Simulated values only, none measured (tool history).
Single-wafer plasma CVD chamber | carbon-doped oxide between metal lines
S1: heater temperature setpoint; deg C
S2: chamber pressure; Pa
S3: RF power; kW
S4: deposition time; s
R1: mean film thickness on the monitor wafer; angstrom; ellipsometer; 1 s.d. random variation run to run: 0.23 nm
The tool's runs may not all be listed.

| run | day | S1 | S2 | S3 | S4 | R1 |
|---|---|---|---|---|---|---|
| 1 | 0 | 350 | 716 | 0.555 | 18.8 | 975.09 |
| 2 | 0.075 | 351 | 700 | 0.545 | 18.8 | 957.46 |
| 3 | 0.254 | 356 | 700 | 0.545 | 18.8 | 949.4 |
| 4 | 0.421 | 356 | 811 | 0.545 | 18.8 | 966.03 |
| 5 | 0.596 | 356 | 811 | 0.59 | 18.8 | 996.87 |
| 6 | 0.958 | 356 | 873 | 0.59 | 18.8 | 1001.4 |

Run 7, settings as shown, results not yet in. Your forecast:
| 7 | 1.262 | 357 | 871 | 0.57 | 18.7 | ? |

{"run 7": {"R1": 983.27}}
